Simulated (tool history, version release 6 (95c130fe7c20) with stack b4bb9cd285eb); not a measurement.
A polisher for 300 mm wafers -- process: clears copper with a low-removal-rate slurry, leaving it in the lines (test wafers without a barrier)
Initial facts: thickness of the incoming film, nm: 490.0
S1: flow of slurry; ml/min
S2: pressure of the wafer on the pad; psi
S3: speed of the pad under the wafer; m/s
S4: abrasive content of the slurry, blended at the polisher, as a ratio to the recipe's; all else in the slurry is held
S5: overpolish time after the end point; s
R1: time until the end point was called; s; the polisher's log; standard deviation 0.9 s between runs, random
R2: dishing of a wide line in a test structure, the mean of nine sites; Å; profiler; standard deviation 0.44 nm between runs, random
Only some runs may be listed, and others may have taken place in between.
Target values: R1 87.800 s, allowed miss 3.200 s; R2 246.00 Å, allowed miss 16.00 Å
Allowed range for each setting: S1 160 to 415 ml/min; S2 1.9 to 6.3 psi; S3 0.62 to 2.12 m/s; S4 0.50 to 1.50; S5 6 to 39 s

Run 1, hour 0.0: S1 265 ml/min, S2 4.1 psi, S3 1.36 m/s, S4 1.00, S5 20 s. Result: R1 91.349 s, R2 635.29 Å.
Run 2, hour 6.0: S1 265 ml/min, S2 4.1 psi, S3 1.36 m/s, S4 1.00, S5 12 s. Result: R1 91.279 s, R2 438.17 Å.
Run 3, hour 12.2: S1 265 ml/min, S2 3.8 psi, S3 1.44 m/s, S4 1.00, S5 10 s. Result: R1 92.690 s, R2 351.04 Å.
Run 4, hour 20.5: S1 255 ml/min, S2 3.6 psi, S3 1.54 m/s, S4 0.95, S5 9 s. Result: R1 93.541 s, R2 328.83 Å.
Run 5, hour 28.0: S1 240 ml/min, S2 3.4 psi, S3 1.68 m/s, S4 0.85, S5 8 s. Result: R1 94.273 s, R2 293.82 Å.
Run 6, hour 31.1: S1 230 ml/min, S2 3.4 psi, S3 1.78 m/s, S4 0.75, S5 7 s. Result: R1 90.056 s, R2 268.90 Å.
Run 7, hour 32.3: S1 230 ml/min, S2 3.4 psi, S3 1.80 m/s, S4 0.70, S5 7 s. Result: R1 91.026 s, R2 270.25 Å.
Run 8, hour 39.2: S1 215 ml/min, S2 3.4 psi, S3 1.84 m/s, S4 0.65, S5 7 s. Result: R1 91.586 s, R2 262.25 Å.

Which single option among these 5 for the next run brings every result within its allowed miss of target? Just one does.
Run A, hour 46.1: S1 245 ml/min, S2 2.8 psi, S3 1.90 m/s, S4 0.90, S5 6 s. Result: R1 ?, R2 ?.
Run B, hour 46.1: S1 235 ml/min, S2 3.1 psi, S3 1.94 m/s, S4 0.55, S5 6 s. Result: R1 ?, R2 ?.
Run C, hour 46.1: S1 225 ml/min, S2 3.5 psi, S3 1.94 m/s, S4 0.50, S5 6 s. Result: R1 ?, R2 ?.
Run D, hour 46.1: S1 270 ml/min, S2 3.2 psi, S3 1.74 m/s, S4 0.75, S5 9 s. Result: R1 ?, R2 ?.
Run E, hour 46.1: S1 200 ml/min, S2 3.3 psi, S3 1.78 m/s, S4 0.70, S5 8 s. Result: R1 ?, R2 ?.

move      R1      R2
   A  96.872  218.51
   B  95.674  221.55
   C  87.252  241.25
   D  95.253  316.85
   E  95.703  285.71
A: the biggest miss grows against the last run
B: the biggest miss grows against the last run
C: every result lands within tolerance
D: the biggest miss grows against the last run
E: the biggest miss grows against the last run
Answer: C

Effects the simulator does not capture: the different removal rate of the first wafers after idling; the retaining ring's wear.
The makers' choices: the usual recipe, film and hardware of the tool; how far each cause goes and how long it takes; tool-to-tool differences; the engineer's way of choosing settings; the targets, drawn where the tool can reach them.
